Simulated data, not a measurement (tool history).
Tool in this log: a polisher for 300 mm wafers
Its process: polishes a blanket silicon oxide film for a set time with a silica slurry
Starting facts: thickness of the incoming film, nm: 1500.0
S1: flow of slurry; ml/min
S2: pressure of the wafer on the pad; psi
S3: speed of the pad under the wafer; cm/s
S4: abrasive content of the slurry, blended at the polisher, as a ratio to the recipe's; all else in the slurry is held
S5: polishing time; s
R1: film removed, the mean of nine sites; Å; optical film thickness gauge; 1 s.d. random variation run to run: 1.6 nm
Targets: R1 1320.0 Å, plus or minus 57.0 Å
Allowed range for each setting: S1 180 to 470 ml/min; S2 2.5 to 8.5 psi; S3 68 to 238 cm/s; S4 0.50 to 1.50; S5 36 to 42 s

run,day,S1,S2,S3,S4,S5,R1
1,0.000,300,5.5,152,1.00,42,1956.2
2,0.033,300,4.8,150,1.00,42,1764.1
3,0.375,300,4.2,148,1.00,42,1524.7
4,0.746,300,4.0,148,1.00,42,1426.9
5,0.771,300,4.7,148,1.00,42,1636.8
6,1.025,300,4.3,148,1.00,42,1544.6
7,1.317,300,4.0,148,1.00,42,1420.9
8,1.625,300,3.9,148,1.00,42,1385.3

5 next moves are on the table. One of them brings every result within its allowed miss. Which?
A,1.933,200,4.9,160,0.95,36,?
B,1.933,300,4.1,146,1.05,42,?
C,1.933,375,3.7,176,1.05,39,?
D,1.933,325,3.7,144,1.20,42,?
E,1.933,315,3.7,146,1.05,41,?

move,R1
A,1467.1
B,1474.7
C,1461.6
D,1435.2
E,1308.9
A: lands further from the targets than the last run did
B: lands further from the targets than the last run did
C: lands further from the targets than the last run did
D: lands further from the targets than the last run did
E: hits every target within its allowed miss
The move that meets every target is E.

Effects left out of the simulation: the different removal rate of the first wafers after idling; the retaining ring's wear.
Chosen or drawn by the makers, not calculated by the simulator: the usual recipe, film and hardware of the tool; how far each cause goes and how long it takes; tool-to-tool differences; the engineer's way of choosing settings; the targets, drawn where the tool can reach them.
